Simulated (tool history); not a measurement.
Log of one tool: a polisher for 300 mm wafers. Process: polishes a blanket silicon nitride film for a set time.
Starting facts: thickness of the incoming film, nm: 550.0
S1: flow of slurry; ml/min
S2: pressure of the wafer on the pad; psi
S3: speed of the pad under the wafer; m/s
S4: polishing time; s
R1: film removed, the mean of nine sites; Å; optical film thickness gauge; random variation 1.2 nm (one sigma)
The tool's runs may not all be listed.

{"run": 1, "hour": 0.0, "S1": 280, "S2": 4.4, "S3": 1.08, "S4": 47, "R1": 1366.3}
{"run": 2, "hour": 2.8, "S1": 280, "S2": 4.4, "S3": 1.08, "S4": 43, "R1": 1234.8}
{"run": 3, "hour": 6.5, "S1": 280, "S2": 5.1, "S3": 1.08, "S4": 43, "R1": 1421.0}
{"run": 4, "hour": 11.8, "S1": 280, "S2": 5.1, "S3": 1.08, "S4": 47, "R1": 1551.2}
{"run": 5, "hour": 19.5, "S1": 285, "S2": 5.2, "S3": 1.08, "S4": 47, "R1": 1573.9}
{"run": 6, "hour": 23.5, "S1": 285, "S2": 6.1, "S3": 1.08, "S4": 47, "R1": 1814.0}
{"run": 7, "hour": 30.4, "S1": 285, "S2": 6.0, "S3": 1.08, "S4": 47, "R1": 1788.6}

For run 8, what comes out?
{"run": 8, "hour": 35.4, "S1": 285, "S2": 5.9, "S3": 1.08, "S4": 47, "R1": "?"}

R1: 1778.7 Å
